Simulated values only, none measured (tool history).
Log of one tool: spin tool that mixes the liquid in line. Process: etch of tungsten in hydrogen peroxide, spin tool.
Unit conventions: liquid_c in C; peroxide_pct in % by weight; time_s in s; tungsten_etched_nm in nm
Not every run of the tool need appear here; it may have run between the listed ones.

run	hour	liquid_c	peroxide_pct	time_s	tungsten_etched_nm
1	0.0	57.0	17.5	15	18.108
2	7.1	54.5	17.5	15	15.538
3	10.4	54.5	14.0	15	14.110
4	19.3	56.0	14.0	15	15.557
5	27.9	57.0	14.0	15	16.202
6	35.4	58.0	14.0	15	17.338

For run 7, what comes out?
7	39.6	59.0	14.0	15	?

tungsten_etched_nm: 18.299 nm

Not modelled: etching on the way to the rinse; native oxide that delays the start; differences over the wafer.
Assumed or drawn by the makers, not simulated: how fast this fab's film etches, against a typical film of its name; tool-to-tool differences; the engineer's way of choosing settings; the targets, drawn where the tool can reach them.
